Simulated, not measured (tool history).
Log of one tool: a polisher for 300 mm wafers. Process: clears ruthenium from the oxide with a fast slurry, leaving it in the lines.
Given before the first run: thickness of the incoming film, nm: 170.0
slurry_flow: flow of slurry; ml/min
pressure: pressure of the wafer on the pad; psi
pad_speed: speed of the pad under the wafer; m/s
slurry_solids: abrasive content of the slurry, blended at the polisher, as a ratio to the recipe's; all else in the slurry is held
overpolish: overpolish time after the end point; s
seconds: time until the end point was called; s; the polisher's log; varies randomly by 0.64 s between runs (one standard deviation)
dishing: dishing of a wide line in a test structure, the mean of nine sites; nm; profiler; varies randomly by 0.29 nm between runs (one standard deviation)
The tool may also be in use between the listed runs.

run 1 day=0.000 | slurry_flow=195 pressure=2.7 pad_speed=0.94 slurry_solids=1.00 overpolish=14 | seconds=43.644 dishing=35.961
run 2 day=0.346 | slurry_flow=195 pressure=2.7 pad_speed=0.94 slurry_solids=1.00 overpolish=13 | seconds=42.613 dishing=34.580
run 3 day=0.375 | slurry_flow=200 pressure=2.5 pad_speed=0.94 slurry_solids=1.00 overpolish=11 | seconds=45.989 dishing=28.480
run 4 day=0.717 | slurry_flow=200 pressure=2.5 pad_speed=0.94 slurry_solids=0.85 overpolish=11 | seconds=49.618 dishing=26.787
run 5 day=0.750 | slurry_flow=200 pressure=2.5 pad_speed=0.94 slurry_solids=0.65 overpolish=11 | seconds=54.823 dishing=24.467
run 6 day=1.054 | slurry_flow=200 pressure=2.5 pad_speed=0.94 slurry_solids=0.65 overpolish=14 | seconds=56.175 dishing=29.425
run 7 day=1.296 | slurry_flow=205 pressure=2.7 pad_speed=0.94 slurry_solids=0.65 overpolish=12 | seconds=53.513 dishing=27.809
run 8 day=1.646 | slurry_flow=210 pressure=3.2 pad_speed=0.96 slurry_solids=0.65 overpolish=8 | seconds=44.499 dishing=23.570
run 9 day=2.017 | slurry_flow=210 pressure=3.1 pad_speed=0.96 slurry_solids=0.65 overpolish=9 | seconds=44.105 dishing=24.847

Estimate the outcome of run 10 from the log above:
run 10 day=2.333 | slurry_flow=195 pressure=2.9 pad_speed=0.96 slurry_solids=0.65 overpolish=11 | seconds=? dishing=?

seconds: 48.780 s
dishing: 27.610 nm
